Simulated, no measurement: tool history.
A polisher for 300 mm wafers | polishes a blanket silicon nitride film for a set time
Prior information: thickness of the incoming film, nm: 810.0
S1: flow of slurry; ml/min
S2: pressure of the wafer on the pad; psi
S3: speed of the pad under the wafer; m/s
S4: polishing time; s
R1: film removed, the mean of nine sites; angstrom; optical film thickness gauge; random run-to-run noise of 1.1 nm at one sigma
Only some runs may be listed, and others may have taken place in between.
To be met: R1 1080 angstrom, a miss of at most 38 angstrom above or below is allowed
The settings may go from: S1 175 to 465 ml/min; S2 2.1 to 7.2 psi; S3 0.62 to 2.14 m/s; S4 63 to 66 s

run 1 hour=0 | S1=295 S2=4.6 S3=1.38 S4=63 | R1=1581.9
run 2 hour=1.3 | S1=295 S2=4.3 S3=1.38 S4=63 | R1=1462.9
run 3 hour=5.4 | S1=295 S2=4 S3=1.38 S4=63 | R1=1343.3
run 4 hour=11.7 | S1=295 S2=4 S3=1.38 S4=66 | R1=1416.6
run 5 hour=19.5 | S1=295 S2=4 S3=1.72 S4=66 | R1=1671.9
run 6 hour=23 | S1=295 S2=3.5 S3=1.72 S4=66 | R1=1441
run 7 hour=31.4 | S1=295 S2=3.3 S3=1.72 S4=66 | R1=1391
run 8 hour=35.9 | S1=295 S2=3.1 S3=1.72 S4=66 | R1=1288
run 9 hour=40.1 | S1=295 S2=2.3 S3=1.7 S4=66 | R1=960.82
run 10 hour=42.1 | S1=295 S2=2.4 S3=1.7 S4=66 | R1=1007.8
run 11 hour=43.8 | S1=295 S2=2.5 S3=1.7 S4=66 | R1=1036.5

Exercise: of the 5 proposed moves below, exactly one satisfies all targets within the stated allowed misses. Which move is it?
run A hour=45.5 | S1=295 S2=2.8 S3=1.46 S4=63 | R1=?
run B hour=45.5 | S1=230 S2=2.4 S3=1.96 S4=66 | R1=?
run C hour=45.5 | S1=325 S2=2.8 S3=1.66 S4=66 | R1=?
run D hour=45.5 | S1=325 S2=2.7 S3=1.78 S4=66 | R1=?
run E hour=45.5 | S1=290 S2=2.9 S3=1.62 S4=66 | R1=?

move=A R1=999.67
move=B R1=1068.1
move=C R1=1143.8
move=D R1=1155.5
move=E R1=1154.1
A: lands further from the targets than the last run did
B: hits every target within its allowed miss
C: takes the biggest miss from the last run beyond its target
D: takes the biggest miss from the last run beyond its target
E: takes the biggest miss from the last run beyond its target
The move that meets every target is B.

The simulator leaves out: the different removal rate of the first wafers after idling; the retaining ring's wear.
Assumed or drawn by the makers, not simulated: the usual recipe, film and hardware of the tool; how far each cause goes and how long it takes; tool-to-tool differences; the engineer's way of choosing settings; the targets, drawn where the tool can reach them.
